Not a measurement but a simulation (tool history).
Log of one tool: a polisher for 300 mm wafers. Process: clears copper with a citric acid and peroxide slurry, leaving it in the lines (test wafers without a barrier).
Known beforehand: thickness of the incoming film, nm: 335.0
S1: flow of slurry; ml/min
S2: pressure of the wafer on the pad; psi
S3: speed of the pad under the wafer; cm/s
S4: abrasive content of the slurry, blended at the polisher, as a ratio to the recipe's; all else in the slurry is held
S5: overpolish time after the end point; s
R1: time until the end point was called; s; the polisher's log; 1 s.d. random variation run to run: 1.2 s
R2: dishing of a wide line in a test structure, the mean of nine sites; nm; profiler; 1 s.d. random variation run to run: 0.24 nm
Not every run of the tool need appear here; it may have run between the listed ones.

run  hour   S1   S2   S3    S4  S5      R1      R2
  1     0  270    2  140     1  16  147.96  10.313
  2   7.2  270  2.2  142     1  15   131.7  10.248
  3  14.9  270  2.2  116     1  15  150.82  10.246
  4  22.8  270  2.2  116  0.85  15  155.77  10.095
  5  26.5  270  2.4  118  0.85  14  144.46  10.654
  6  27.3  270  2.4   96  0.85  14  162.95  9.5472
  7  32.1  275  2.6  104   0.9  12  141.79  10.076
  8  36.8  275  2.7  112  0.95  10  127.85  9.5691
  9    42  275  2.8  118  0.95  10   120.6   9.698
 10  49.3  275  2.9  124  0.95  11  108.94  10.116

Estimate the outcome of run 11 from the log above:
 11  55.8  275   3  126  0.95  11   ?   ?

Run 11 came out at R1 105.75 s, R2 10.971 nm.
